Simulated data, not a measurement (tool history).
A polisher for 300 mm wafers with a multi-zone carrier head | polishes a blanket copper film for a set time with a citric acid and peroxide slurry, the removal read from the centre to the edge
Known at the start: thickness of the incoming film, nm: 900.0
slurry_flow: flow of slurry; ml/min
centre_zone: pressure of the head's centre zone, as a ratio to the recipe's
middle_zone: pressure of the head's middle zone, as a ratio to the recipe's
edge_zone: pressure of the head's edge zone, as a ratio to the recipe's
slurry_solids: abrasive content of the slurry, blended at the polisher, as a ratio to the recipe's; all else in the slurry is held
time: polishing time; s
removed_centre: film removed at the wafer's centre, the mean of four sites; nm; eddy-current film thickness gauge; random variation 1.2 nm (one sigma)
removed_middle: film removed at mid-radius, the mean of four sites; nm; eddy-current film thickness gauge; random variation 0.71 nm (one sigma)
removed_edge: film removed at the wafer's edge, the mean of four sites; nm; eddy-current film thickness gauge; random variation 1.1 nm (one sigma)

run	hour	slurry_flow	centre_zone	middle_zone	edge_zone	slurry_solids	time	removed_centre	removed_middle	removed_edge
1	0	130	1	1	1	1	74	154.41	154.31	154.56
2	3.5	115	0.94	0.95	0.99	0.85	73	132.29	135.95	142.18
3	7.6	105	0.9	0.91	0.98	0.8	73	120.8	126.6	138.47
4	9.4	90	0.9	0.91	0.98	0.8	73	115.6	119.15	133.38
5	14.6	90	0.9	0.91	0.98	0.8	57	88.957	94.182	103.82
6	18.3	90	0.9	0.91	0.98	0.6	57	84.91	87.574	96.054
7	22.1	115	0.89	0.9	1.03	0.65	57	92.801	95.397	105.96

Run 8 comes next. What will it give?
8	24.8	130	0.87	0.9	1.07	0.65	57	?	?	?

{"run 8": {"removed_centre": 92.803, "removed_middle": 99.092, "removed_edge": 111.02}}
